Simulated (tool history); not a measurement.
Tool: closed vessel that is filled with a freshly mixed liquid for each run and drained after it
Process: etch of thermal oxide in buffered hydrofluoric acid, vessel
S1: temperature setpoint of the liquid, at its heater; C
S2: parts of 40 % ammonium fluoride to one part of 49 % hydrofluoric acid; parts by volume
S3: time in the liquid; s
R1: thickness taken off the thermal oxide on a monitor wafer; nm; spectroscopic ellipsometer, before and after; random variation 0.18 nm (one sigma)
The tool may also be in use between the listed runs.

run	hour	S1	S2	S3	R1
1	0	22	16	90	44.616
2	6.2	21.5	16	90	43.819
3	10	21.5	16	95	45.974
4	11.5	21	16	95	44.614
5	19.2	20.5	16	95	43.617
6	22.8	20.5	12	95	58.221
7	29.9	20	12.5	95	53.58

Forecast run 8:
8	34.3	19.5	13	95	?

{"run 8": {"R1": 49.935}}
